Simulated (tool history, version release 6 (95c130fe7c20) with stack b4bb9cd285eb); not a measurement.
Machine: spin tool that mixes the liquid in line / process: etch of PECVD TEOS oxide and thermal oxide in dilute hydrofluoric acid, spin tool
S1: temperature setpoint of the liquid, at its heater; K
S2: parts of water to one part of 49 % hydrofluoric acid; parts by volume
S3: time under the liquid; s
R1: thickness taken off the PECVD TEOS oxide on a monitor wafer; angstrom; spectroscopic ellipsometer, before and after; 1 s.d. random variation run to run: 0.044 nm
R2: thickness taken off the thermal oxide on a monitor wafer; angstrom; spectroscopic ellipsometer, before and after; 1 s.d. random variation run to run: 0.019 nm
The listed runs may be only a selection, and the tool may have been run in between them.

run  hour      S1   S2   S3      R1      R2
  1     0  295.15  230  180  99.504  32.105
  2   3.6  293.65  235  180  90.033  29.328
  3  11.1  293.65  300  180  66.723    21.3
  4  12.7  293.65  300  245  90.482  29.108
  5  17.7  293.65  250  245  113.68  37.115
  6  22.6  293.65  205  245   143.9  46.636
  7  23.6  293.65  205  245  147.42  47.107

Run 8 is up next; what results do you expect?
  8  32.1  292.65  240  245   ?   ?

Run 8 measured R1 114.55 angstrom, R2 37.639 angstrom.
